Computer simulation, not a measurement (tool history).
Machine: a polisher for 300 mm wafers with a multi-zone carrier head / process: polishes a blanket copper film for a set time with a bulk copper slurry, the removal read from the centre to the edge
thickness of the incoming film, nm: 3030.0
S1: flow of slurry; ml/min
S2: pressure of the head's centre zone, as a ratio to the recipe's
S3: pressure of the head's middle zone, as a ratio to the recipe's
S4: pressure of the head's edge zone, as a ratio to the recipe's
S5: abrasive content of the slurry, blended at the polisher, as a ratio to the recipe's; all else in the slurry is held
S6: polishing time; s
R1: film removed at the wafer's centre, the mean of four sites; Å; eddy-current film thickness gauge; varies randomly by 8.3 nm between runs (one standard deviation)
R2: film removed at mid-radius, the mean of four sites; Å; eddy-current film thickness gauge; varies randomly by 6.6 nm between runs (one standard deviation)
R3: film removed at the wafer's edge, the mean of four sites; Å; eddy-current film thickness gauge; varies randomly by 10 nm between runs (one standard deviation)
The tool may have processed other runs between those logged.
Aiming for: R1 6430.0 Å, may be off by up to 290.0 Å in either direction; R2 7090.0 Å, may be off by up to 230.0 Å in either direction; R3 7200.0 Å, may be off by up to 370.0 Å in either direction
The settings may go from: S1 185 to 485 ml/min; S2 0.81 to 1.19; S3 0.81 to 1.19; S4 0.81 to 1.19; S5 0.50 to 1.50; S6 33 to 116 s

| run | hour | S1 | S2 | S3 | S4 | S5 | S6 | R1 | R2 | R3 |
|---|---|---|---|---|---|---|---|---|---|---|
| 1 | 0.0 | 310 | 1.00 | 1.00 | 1.00 | 1.00 | 74 | 5411.8 | 5513.9 | 5226.1 |
| 2 | 2.5 | 310 | 0.99 | 1.00 | 1.02 | 1.05 | 76 | 5577.4 | 5648.7 | 5592.5 |
| 3 | 11.3 | 310 | 0.99 | 1.02 | 1.04 | 1.10 | 76 | 5615.3 | 5904.2 | 5697.5 |
| 4 | 13.0 | 310 | 1.04 | 1.02 | 1.04 | 1.10 | 76 | 5924.1 | 5845.6 | 5492.0 |
| 5 | 18.3 | 310 | 1.04 | 1.08 | 1.04 | 1.10 | 76 | 5910.5 | 6105.6 | 5599.1 |
| 6 | 26.4 | 310 | 1.04 | 1.04 | 1.04 | 1.10 | 76 | 5910.3 | 5866.8 | 5570.9 |
| 7 | 27.6 | 295 | 0.94 | 1.05 | 1.14 | 1.35 | 85 | 6219.0 | 6888.0 | 6752.7 |
| 8 | 30.6 | 295 | 0.94 | 1.05 | 1.15 | 1.35 | 85 | 6335.7 | 7015.8 | 6551.0 |
| 9 | 31.4 | 295 | 0.93 | 1.04 | 1.15 | 1.35 | 86 | 6189.1 | 6872.1 | 6868.0 |

Next run, 4 choices. One meets every target within its allowed miss, the rest don't. Which?
| A | 32.2 | 310 | 1.08 | 1.10 | 1.15 | 1.35 | 77 | ? | ? | ? |
| B | 32.2 | 330 | 0.93 | 1.03 | 1.18 | 1.45 | 81 | ? | ? | ? |
| C | 32.2 | 310 | 0.84 | 1.00 | 1.16 | 1.30 | 88 | ? | ? | ? |
| D | 32.2 | 325 | 0.90 | 1.00 | 1.15 | 1.10 | 94 | ? | ? | ? |

| move | R1 | R2 | R3 |
|---|---|---|---|
| A | 6403.6 | 6515.9 | 6099.7 |
| B | 6077.5 | 6623.1 | 6613.9 |
| C | 5911.1 | 6831.1 | 6953.4 |
| D | 6499.0 | 7100.1 | 7195.6 |
A: its largest miss is bigger than the last run's
B: its largest miss is bigger than the last run's
C: its largest miss is bigger than the last run's
D: all results in spec
D meets every target.
